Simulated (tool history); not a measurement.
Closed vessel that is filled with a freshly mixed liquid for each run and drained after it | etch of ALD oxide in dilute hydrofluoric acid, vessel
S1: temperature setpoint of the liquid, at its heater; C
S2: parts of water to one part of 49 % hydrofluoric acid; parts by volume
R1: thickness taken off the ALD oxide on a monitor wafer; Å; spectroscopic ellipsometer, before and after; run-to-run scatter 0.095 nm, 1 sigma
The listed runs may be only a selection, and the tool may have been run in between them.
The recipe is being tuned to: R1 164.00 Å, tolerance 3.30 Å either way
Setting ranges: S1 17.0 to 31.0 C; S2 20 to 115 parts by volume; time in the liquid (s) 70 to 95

{"run": 1, "hour": 0.0, "S1": 23.0, "S2": 65, "time in the liquid (s)": 95, "R1": 278.05}
{"run": 2, "hour": 7.3, "S1": 26.5, "S2": 65, "time in the liquid (s)": 95, "R1": 320.64}
{"run": 3, "hour": 16.5, "S1": 23.0, "S2": 65, "time in the liquid (s)": 95, "R1": 278.92}
{"run": 4, "hour": 21.2, "S1": 23.0, "S2": 80, "time in the liquid (s)": 95, "R1": 221.61}
{"run": 5, "hour": 25.5, "S1": 25.0, "S2": 80, "time in the liquid (s)": 95, "R1": 242.03}
{"run": 6, "hour": 33.9, "S1": 25.0, "S2": 80, "time in the liquid (s)": 70, "R1": 175.85}
{"run": 7, "hour": 40.8, "S1": 24.5, "S2": 80, "time in the liquid (s)": 70, "R1": 174.18}
{"run": 8, "hour": 49.8, "S1": 22.5, "S2": 80, "time in the liquid (s)": 70, "R1": 158.57}

Next run, 4 choices. One meets every target within its allowed miss, the rest don't. Which?
{"run": "A", "hour": 58.8, "S1": 23.0, "S2": 100, "time in the liquid (s)": 90, "R1": "?"}
{"run": "B", "hour": 58.8, "S1": 23.0, "S2": 80, "time in the liquid (s)": 75, "R1": "?"}
{"run": "C", "hour": 58.8, "S1": 19.0, "S2": 85, "time in the liquid (s)": 85, "R1": "?"}
{"run": "D", "hour": 58.8, "S1": 22.0, "S2": 85, "time in the liquid (s)": 75, "R1": "?"}

move=A R1=163.39
move=B R1=174.39
move=C R1=156.84
move=D R1=156.64
A: all results in spec
B: takes the biggest miss from the last run beyond its target
C: the biggest miss grows against the last run
D: the biggest miss grows against the last run
Move A is the one to make.
